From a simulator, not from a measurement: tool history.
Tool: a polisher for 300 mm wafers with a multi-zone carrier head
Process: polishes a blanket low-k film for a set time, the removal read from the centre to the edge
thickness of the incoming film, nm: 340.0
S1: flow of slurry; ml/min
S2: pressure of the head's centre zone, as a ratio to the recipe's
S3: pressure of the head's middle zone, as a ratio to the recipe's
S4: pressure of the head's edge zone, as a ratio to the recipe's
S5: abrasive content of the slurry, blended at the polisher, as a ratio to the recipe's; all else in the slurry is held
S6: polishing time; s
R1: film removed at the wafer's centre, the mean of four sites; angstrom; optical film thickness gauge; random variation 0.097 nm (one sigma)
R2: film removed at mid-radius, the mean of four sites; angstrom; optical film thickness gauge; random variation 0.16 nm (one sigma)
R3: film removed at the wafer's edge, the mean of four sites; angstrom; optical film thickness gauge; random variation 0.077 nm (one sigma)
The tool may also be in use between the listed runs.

run	hour	S1	S2	S3	S4	S5	S6	R1	R2	R3
1	0.0	245	1.00	1.00	1.00	1.0	55	124.570	126.300	123.510
2	5.8	245	1.00	1.00	1.00	1.0	42	95.588	95.871	93.461
3	10.0	245	1.00	1.00	1.08	1.0	42	95.849	96.450	98.408
4	18.5	245	1.00	1.00	1.08	1.1	42	98.526	104.070	102.000
5	20.5	270	1.00	1.00	1.08	1.1	42	101.570	102.920	103.190
6	26.2	280	1.02	1.02	1.06	1.1	42	104.700	103.090	102.720
7	30.1	325	1.12	1.12	0.96	1.1	42	116.040	115.920	100.010

The next listed run, before its measurement:
8	36.2	330	1.13	1.12	0.96	1.1	42	?	?	?

Run 8 gave R1 118.050 angstrom, R2 114.240 angstrom, R3 100.570 angstrom.

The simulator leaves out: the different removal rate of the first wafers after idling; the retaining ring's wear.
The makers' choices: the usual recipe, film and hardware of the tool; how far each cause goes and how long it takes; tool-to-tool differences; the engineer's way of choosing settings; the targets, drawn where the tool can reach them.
